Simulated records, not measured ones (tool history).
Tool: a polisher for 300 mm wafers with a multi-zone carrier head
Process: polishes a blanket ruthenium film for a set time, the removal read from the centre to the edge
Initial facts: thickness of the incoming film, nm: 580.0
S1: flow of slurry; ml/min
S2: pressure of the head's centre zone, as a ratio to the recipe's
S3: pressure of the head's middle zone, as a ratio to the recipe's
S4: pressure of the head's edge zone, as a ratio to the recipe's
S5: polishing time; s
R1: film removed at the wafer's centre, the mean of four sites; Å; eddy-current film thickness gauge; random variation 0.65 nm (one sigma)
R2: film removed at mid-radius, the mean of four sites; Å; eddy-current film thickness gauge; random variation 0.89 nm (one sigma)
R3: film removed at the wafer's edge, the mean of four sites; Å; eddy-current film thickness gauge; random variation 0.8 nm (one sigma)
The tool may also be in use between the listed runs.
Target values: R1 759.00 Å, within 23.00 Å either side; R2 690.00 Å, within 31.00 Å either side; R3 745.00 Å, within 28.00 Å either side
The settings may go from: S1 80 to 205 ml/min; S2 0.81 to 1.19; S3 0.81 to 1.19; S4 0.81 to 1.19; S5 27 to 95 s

run,hour,S1,S2,S3,S4,S5,R1,R2,R3
1,0.0,135,1.00,1.00,1.00,61,746.10,752.26,744.40
2,3.6,135,1.00,0.95,1.00,61,732.24,728.17,733.73
3,6.1,135,1.00,1.03,1.00,61,745.53,785.03,753.17
4,7.6,135,1.00,1.03,0.96,61,737.57,765.59,732.99
5,16.4,115,1.00,1.03,0.96,61,716.59,772.56,720.66
6,24.8,120,1.00,1.01,0.97,61,732.48,748.05,736.04
7,26.6,120,1.01,1.00,0.98,61,738.13,731.69,719.16
8,33.1,120,1.01,0.99,1.00,61,733.67,757.15,731.81
# hour 38.0: worn pad replaced by a new one
9,38.0,115,1.05,0.89,1.00,62,847.44,778.00,820.30
10,42.7,95,1.04,0.85,0.97,56,718.56,673.35,719.10

Exactly one of the 5 candidate moves below puts every result within its allowed miss. Which one?
A,47.4,110,1.08,0.89,1.05,55,?,?,?
B,47.4,120,1.18,0.90,0.81,54,?,?,?
C,47.4,165,1.11,0.91,0.87,53,?,?,?
D,47.4,130,1.09,0.94,0.91,53,?,?,?
E,47.4,85,1.05,0.88,0.98,65,?,?,?

move,R1,R2,R3
A,752.80,698.21,741.13
B,806.47,700.35,673.98
C,797.84,727.54,701.17
D,754.72,715.05,692.83
E,824.39,782.02,827.45
A: all results in spec
B: pushes the last run's worst result past its target
C: pushes the last run's worst result past its target
D: brings the result that was furthest off to its target, and leaves another outside
E: pushes the last run's worst result past its target
A is the move that brings every result within its allowed miss.
